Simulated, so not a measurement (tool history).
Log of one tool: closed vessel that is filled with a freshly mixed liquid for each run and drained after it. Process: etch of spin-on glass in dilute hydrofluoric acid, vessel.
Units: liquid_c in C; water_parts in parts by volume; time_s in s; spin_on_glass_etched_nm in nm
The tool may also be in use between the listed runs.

run  hour  liquid_c  water_parts  time_s  spin_on_glass_etched_nm
  1   0.0      20.0          230      60                  10.0040
  2   4.2      19.0          250      60                   8.6150
  3  11.4      19.0          305      60                   6.7325
  4  17.4      19.0          305      40                   4.4814
  5  18.9      19.0          305      40                   4.5221
  6  24.5      21.5          305      40                   4.9230
  7  31.1      23.0          295      40                   5.4636

Estimate the outcome of run 8 from the log above:
  8  37.8      23.0          295      40                        ?

spin_on_glass_etched_nm: 5.4327 nm
